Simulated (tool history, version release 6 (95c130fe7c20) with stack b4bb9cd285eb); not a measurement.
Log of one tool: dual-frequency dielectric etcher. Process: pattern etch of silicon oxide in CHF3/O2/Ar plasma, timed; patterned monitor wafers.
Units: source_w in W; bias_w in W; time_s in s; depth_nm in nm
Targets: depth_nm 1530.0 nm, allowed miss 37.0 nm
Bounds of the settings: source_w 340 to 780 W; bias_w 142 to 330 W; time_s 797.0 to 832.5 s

run 1 hour=0.0 | source_w=560 bias_w=236 time_s=797.0 | depth_nm=1729.5
run 2 hour=5.4 | source_w=560 bias_w=236 time_s=832.5 | depth_nm=1829.6
run 3 hour=11.6 | source_w=620 bias_w=236 time_s=832.5 | depth_nm=1880.8
run 4 hour=17.7 | source_w=600 bias_w=226 time_s=829.5 | depth_nm=1838.0
run 5 hour=23.8 | source_w=570 bias_w=218 time_s=827.0 | depth_nm=1773.8
run 6 hour=30.6 | source_w=570 bias_w=194 time_s=827.0 | depth_nm=1710.7
run 7 hour=36.2 | source_w=550 bias_w=191 time_s=826.5 | depth_nm=1668.9
run 8 hour=37.0 | source_w=550 bias_w=191 time_s=826.5 | depth_nm=1659.1

Which of these 4 next moves meets every target?
run A hour=37.8 | source_w=560 bias_w=177 time_s=821.0 | depth_nm=?
run B hour=37.8 | source_w=450 bias_w=164 time_s=832.5 | depth_nm=?
run C hour=37.8 | source_w=570 bias_w=167 time_s=809.0 | depth_nm=?
run D hour=37.8 | source_w=510 bias_w=190 time_s=820.5 | depth_nm=?

move=A depth_nm=1628.8
move=B depth_nm=1523.5
move=C depth_nm=1581.7
move=D depth_nm=1627.4
A: nearer than the last run, and not there yet
B: meets every target
C: nearer than the last run, and not there yet
D: nearer than the last run, and not there yet
Answer: B
